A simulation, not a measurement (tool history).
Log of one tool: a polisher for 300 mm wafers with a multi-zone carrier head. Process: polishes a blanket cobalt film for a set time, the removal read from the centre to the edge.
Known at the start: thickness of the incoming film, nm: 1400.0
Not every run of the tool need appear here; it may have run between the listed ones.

run	hour	flow of slurry (ml/min)	pressure of the head's centre zone	pressure of the head's middle zone	pressure of the head's edge zone	polishing time (s)	film removed at the wafer's centre (Å)	film removed at mid-radius (Å)	film removed at the wafer's edge (Å)
1	0.0	310	1.00	1.00	1.00	43	1856.3	1799.3	1851.3
2	5.1	310	0.98	1.03	1.02	44	1838.9	1955.0	1925.0
3	5.7	310	0.98	1.03	1.02	54	2288.6	2365.4	2327.7
4	9.2	305	0.96	1.03	1.02	54	2190.9	2356.6	2343.5
5	11.0	300	0.95	1.04	1.02	54	2200.3	2422.5	2292.7
6	19.0	260	0.95	1.04	1.02	54	2178.0	2371.3	2344.1
7	22.4	260	0.94	1.04	1.02	54	2150.2	2368.0	2346.4

Run 8 has not been measured yet. What should we expect?
8	25.9	260	0.93	1.04	1.02	54	?	?	?

film removed at the wafer's centre (Å): 2137.7
film removed at mid-radius (Å): 2349.8
film removed at the wafer's edge (Å): 2289.1

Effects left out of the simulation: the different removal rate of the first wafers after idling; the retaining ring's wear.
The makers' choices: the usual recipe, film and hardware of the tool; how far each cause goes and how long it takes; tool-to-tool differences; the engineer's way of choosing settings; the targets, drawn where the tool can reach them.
